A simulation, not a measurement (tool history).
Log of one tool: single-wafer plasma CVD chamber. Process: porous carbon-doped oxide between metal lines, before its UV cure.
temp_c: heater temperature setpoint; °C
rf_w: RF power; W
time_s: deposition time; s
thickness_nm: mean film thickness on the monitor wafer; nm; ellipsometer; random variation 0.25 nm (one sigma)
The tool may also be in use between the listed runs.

run 1 hour=0 | temp_c=310 rf_w=505 time_s=19.6 | thickness_nm=110.84
run 2 hour=4.6 | temp_c=314 rf_w=480 time_s=19.6 | thickness_nm=105.56
run 3 hour=6.7 | temp_c=317 rf_w=455 time_s=19.6 | thickness_nm=101.94
run 4 hour=9.7 | temp_c=317 rf_w=455 time_s=19.6 | thickness_nm=102.03
run 5 hour=16.1 | temp_c=317 rf_w=515 time_s=19.6 | thickness_nm=108.56
run 6 hour=18.6 | temp_c=321 rf_w=480 time_s=19.6 | thickness_nm=102.51

Forecast run 7:
run 7 hour=27.2 | temp_c=324 rf_w=455 time_s=19.6 | thickness_nm=?

{"run 7": {"thickness_nm": 98.668}}
